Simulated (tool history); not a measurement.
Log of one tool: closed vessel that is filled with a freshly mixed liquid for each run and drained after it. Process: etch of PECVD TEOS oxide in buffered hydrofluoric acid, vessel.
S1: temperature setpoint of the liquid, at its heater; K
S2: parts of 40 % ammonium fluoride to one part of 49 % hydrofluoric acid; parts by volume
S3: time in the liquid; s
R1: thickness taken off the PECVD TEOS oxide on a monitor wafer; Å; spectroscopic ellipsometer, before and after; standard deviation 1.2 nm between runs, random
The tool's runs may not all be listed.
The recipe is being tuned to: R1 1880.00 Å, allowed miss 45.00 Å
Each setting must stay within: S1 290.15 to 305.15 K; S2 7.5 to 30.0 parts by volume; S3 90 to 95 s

run,hour,S1,S2,S3,R1
1,0.0,297.15,21.0,90,681.39
2,9.1,297.15,21.0,95,714.36
3,13.8,299.65,16.5,95,1016.90
4,23.0,302.15,16.5,95,1175.90
5,28.4,303.15,14.0,95,1434.70
6,33.2,305.15,14.0,95,1628.30
7,35.2,305.15,13.0,95,1726.90
8,38.0,305.15,12.5,95,1809.50

Next run, 4 choices. One meets every target within its allowed miss, the rest don't. Which?
A,40.8,305.15,13.5,95,?
B,40.8,301.65,10.0,95,?
C,40.8,304.15,10.0,90,?
D,40.8,305.15,11.5,95,?

move,R1
A,1686.00
B,1880.30
C,2031.30
D,1971.50
A: further off than the last run
B: every result within its allowed miss
C: moves the result that the last run missed by most past its target, out the other side
D: moves the result that the last run missed by most past its target, out the other side
Go with B: it meets all targets.
